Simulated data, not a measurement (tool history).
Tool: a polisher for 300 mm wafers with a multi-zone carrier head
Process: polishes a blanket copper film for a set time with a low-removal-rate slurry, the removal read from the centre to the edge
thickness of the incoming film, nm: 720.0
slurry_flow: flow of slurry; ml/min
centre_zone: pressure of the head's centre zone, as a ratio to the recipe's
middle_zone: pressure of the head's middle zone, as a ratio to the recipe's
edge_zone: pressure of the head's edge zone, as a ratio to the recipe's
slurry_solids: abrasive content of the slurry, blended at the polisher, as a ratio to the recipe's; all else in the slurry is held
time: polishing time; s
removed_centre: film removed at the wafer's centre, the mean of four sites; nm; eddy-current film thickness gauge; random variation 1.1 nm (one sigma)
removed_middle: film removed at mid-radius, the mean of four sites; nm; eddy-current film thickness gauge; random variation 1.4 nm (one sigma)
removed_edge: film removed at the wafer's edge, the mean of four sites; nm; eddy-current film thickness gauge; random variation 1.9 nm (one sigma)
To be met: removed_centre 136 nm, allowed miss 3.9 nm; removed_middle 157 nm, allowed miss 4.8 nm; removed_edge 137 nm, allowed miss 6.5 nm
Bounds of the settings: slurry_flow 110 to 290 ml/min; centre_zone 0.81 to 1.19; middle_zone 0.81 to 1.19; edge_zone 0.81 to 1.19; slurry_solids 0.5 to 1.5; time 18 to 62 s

run  hour  slurry_flow  centre_zone  middle_zone  edge_zone  slurry_solids  time  removed_centre  removed_middle  removed_edge
  1     0          185            1            1          1              1    40          149.38          156.19        162.49
  2   2.8          180            1         1.01       0.97           0.95    40          147.34          154.87        152.41
  3   4.8          175         0.99         1.02       0.96           0.95    40          146.25          153.33        150.07
  4  12.2          175         0.99         1.02       0.93           0.95    40          144.62             151        150.36
  5  16.6          175         0.99         1.02       0.93           0.95    48          173.85          181.57         182.3
  6    24          170         0.98         1.03       0.91            0.9    48          169.94          183.82        172.87
  7  28.4          170         0.98         1.03       0.91            0.9    48          167.08          185.08        172.85
     37.2  -- centre zone pressure recalibrated
  8  37.2          165         0.97         1.02        0.9           0.85    48          170.96          178.33        174.48
  9  45.3          160         0.96         1.03       0.89            0.8    47          166.23          173.32        161.92

Which of these 4 next moves meets every target?
  A  53.4          165         0.81         1.09       0.94            1.2    40               ?               ?             ?
  B  53.4          150          0.9         1.13       0.88            0.9    39               ?               ?             ?
  C  53.4          165         0.91          1.1       0.82           0.85    40               ?               ?             ?
  D  53.4          170         0.83         1.14       0.95           0.85    41               ?               ?             ?

move  removed_centre  removed_middle  removed_edge
   A           130.6          168.99        159.12
   B          129.63          155.86        138.77
   C          135.65          157.23         138.1
   D          127.57          167.17        151.89
A: takes the result that was furthest off past its target
B: takes the result that was furthest off past its target
C: meets every target
D: takes the result that was furthest off past its target
The right move is C.
